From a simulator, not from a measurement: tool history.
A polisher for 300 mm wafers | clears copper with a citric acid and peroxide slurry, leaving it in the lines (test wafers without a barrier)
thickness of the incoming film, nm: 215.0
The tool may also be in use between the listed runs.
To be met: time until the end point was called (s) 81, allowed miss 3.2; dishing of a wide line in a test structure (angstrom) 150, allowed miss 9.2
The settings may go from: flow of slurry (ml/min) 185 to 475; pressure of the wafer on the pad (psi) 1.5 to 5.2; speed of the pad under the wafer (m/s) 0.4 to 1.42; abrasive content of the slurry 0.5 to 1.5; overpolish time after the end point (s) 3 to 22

run  hour  flow of slurry (ml/min)  pressure of the wafer on the pad (psi)  speed of the pad under the wafer (m/s)  abrasive content of the slurry  overpolish time after the end point (s)  time until the end point was called (s)  dishing of a wide line in a test structure (angstrom)
  1     0                      305                                     3.3                                     0.9                               1                                       11                                   112.73                                                 161.69
  2   3.5                      265                                     3.3                                     0.9                               1                                       11                                   115.16                                                  168.4
  3   6.7                      265                                     2.6                                     0.9                               1                                       11                                    144.2                                                 130.65
  4  13.7                      265                                     2.6                                     0.9                             1.2                                       11                                   137.34                                                 136.42
  5  19.1                      270                                     2.8                                     0.9                             1.2                                       10                                      130                                                 131.02
  6  26.4                      270                                     2.8                                     0.9                             1.2                                       14                                   129.66                                                  185.6
  7  29.7                      270                                     3.8                                    0.92                             1.2                                        8                                   94.336                                                 146.76
  8    38                      275                                     3.9                                    0.92                             1.2                                        8                                   92.848                                                 148.14
  9  46.8                      275                                     4.5                                    0.92                             1.2                                        6                                   79.383                                                 127.28

5 next moves are on the table. One of them brings every result within its allowed miss. Which?
  A  55.6                      335                                     3.9                                       1                             1.2                                        9                                        ?                                                      ?
  B  55.6                      260                                     4.4                                    0.94                            1.35                                        8                                        ?                                                      ?
  C  55.6                      295                                     4.3                                    0.94                             1.2                                        7                                        ?                                                      ?
  D  55.6                      295                                     4.6                                     0.9                            1.15                                        5                                        ?                                                      ?
  E  55.6                      285                                     4.8                                    0.82                             1.1                                        5                                        ?                                                      ?

move  time until the end point was called (s)  dishing of a wide line in a test structure (angstrom)
   A                                   83.946                                                 184.18
   B                                   78.654                                                 175.44
   C                                   81.756                                                 148.67
   D                                   80.583                                                 108.89
   E                                   85.655                                                 102.64
A: takes the result that was furthest off past its target
B: takes the result that was furthest off past its target
C: meets every target
D: further off than the last run
E: further off than the last run
Answer: C

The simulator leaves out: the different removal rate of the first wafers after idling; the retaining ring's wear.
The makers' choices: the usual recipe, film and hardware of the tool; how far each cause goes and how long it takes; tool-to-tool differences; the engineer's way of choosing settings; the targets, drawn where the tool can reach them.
